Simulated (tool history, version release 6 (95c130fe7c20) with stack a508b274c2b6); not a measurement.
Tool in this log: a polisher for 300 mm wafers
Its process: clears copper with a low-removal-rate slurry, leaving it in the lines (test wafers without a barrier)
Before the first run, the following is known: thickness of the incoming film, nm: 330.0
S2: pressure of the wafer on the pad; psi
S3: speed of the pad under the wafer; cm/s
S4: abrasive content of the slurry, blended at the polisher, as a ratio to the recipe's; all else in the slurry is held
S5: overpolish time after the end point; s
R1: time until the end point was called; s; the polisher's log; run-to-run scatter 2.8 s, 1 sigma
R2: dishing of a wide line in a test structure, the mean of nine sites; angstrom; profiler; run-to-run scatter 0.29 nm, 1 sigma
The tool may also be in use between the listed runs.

{"run": 1, "hour": 0.0, "flow of slurry (ml/min)": 170, "S2": 2.6, "S3": 100, "S4": 1.0, "S5": 14, "R1": 111.71, "R2": 262.37}
{"run": 2, "hour": 0.5, "flow of slurry (ml/min)": 170, "S2": 2.6, "S3": 100, "S4": 0.8, "S5": 14, "R1": 121.21, "R2": 239.1}
{"run": 3, "hour": 7.9, "flow of slurry (ml/min)": 170, "S2": 2.3, "S3": 100, "S4": 0.8, "S5": 14, "R1": 127.27, "R2": 232.63}
{"run": 4, "hour": 12.5, "flow of slurry (ml/min)": 170, "S2": 2.7, "S3": 100, "S4": 0.8, "S5": 14, "R1": 118.93, "R2": 256.84}
{"run": 5, "hour": 15.5, "flow of slurry (ml/min)": 170, "S2": 2.4, "S3": 96, "S4": 0.8, "S5": 14, "R1": 134.36, "R2": 237.31}
{"run": 6, "hour": 19.6, "flow of slurry (ml/min)": 170, "S2": 2.2, "S3": 94, "S4": 0.8, "S5": 13, "R1": 144.08, "R2": 209.24}

What does the tool deliver on the next run?
{"run": 7, "hour": 24.0, "flow of slurry (ml/min)": 170, "S2": 2.0, "S3": 92, "S4": 0.8, "S5": 13, "R1": "?", "R2": "?"}

R1: 150.99 s
R2: 189.13 angstrom

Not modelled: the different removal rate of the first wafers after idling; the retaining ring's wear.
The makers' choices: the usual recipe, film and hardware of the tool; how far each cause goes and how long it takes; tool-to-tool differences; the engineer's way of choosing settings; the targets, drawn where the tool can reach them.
